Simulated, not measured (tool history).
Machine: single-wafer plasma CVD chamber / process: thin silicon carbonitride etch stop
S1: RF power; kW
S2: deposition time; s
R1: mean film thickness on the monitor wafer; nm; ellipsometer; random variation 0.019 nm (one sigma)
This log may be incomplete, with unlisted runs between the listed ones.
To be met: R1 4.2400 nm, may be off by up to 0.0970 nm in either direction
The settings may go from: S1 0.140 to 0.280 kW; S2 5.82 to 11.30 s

run 1 hour=0.0 | S1=0.210 S2=8.56 | R1=4.7080
run 2 hour=2.1 | S1=0.200 S2=8.46 | R1=4.5322
run 3 hour=9.9 | S1=0.200 S2=9.27 | R1=5.0054
run 4 hour=18.5 | S1=0.190 S2=9.10 | R1=4.7719
-- hour=26.1 RF generator calibrated
run 5 hour=26.1 | S1=0.210 S2=9.10 | R1=5.1701
run 6 hour=28.5 | S1=0.210 S2=8.52 | R1=4.8427
run 7 hour=36.4 | S1=0.205 S2=8.50 | R1=4.7657
run 8 hour=42.7 | S1=0.200 S2=8.46 | R1=4.6669
run 9 hour=44.5 | S1=0.165 S2=8.14 | R1=4.0753

5 next moves are on the table. One of them brings every result within its allowed miss. Which?
run A hour=46.3 | S1=0.175 S2=7.40 | R1=?
run B hour=46.3 | S1=0.155 S2=8.23 | R1=?
run C hour=46.3 | S1=0.150 S2=7.93 | R1=?
run D hour=46.3 | S1=0.185 S2=7.35 | R1=?
run E hour=46.3 | S1=0.160 S2=8.57 | R1=?

move=A R1=3.8572
move=B R1=4.0263
move=C R1=3.8096
move=D R1=3.9371
move=E R1=4.2651
A: further off than the last run
B: further off than the last run
C: further off than the last run
D: further off than the last run
E: meets every target
E meets every target.
